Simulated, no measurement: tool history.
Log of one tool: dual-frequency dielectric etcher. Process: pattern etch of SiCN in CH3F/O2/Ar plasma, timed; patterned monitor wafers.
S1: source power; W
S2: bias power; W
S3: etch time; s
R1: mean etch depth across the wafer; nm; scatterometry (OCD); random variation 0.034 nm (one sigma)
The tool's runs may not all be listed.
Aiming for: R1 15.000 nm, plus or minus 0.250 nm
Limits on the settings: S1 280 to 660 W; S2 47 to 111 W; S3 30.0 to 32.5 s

run 1 day=0.000 | S1=470 S2=79 S3=32.5 | R1=13.447
run 2 day=0.258 | S1=470 S2=79 S3=32.5 | R1=13.457
run 3 day=0.292 | S1=470 S2=69 S3=32.5 | R1=12.859
run 4 day=0.517 | S1=400 S2=69 S3=32.5 | R1=12.295
run 5 day=0.608 | S1=370 S2=69 S3=32.5 | R1=12.052
run 6 day=0.654 | S1=290 S2=69 S3=32.5 | R1=11.346
run 7 day=0.700 | S1=330 S2=70 S3=32.5 | R1=11.757
run 8 day=0.750 | S1=430 S2=78 S3=32.5 | R1=13.151
run 9 day=1.079 | S1=530 S2=83 S3=32.5 | R1=14.151
run 10 day=1.112 | S1=540 S2=83 S3=32.5 | R1=14.278

Consider the 4 candidate settings below. Which is the only one whose results all fall within their allowed miss of target?
run A day=1.146 | S1=510 S2=91 S3=32.0 | R1=?
run B day=1.146 | S1=550 S2=84 S3=32.5 | R1=?
run C day=1.146 | S1=570 S2=99 S3=31.5 | R1=?
run D day=1.146 | S1=570 S2=80 S3=31.5 | R1=?

move=A R1=14.274
move=B R1=14.400
move=C R1=14.953
move=D R1=13.866
A: roughly where the last run was
B: moves toward the targets from the last run without getting all of them in spec
C: each result inside its tolerance
D: the biggest miss grows against the last run
C meets every target.

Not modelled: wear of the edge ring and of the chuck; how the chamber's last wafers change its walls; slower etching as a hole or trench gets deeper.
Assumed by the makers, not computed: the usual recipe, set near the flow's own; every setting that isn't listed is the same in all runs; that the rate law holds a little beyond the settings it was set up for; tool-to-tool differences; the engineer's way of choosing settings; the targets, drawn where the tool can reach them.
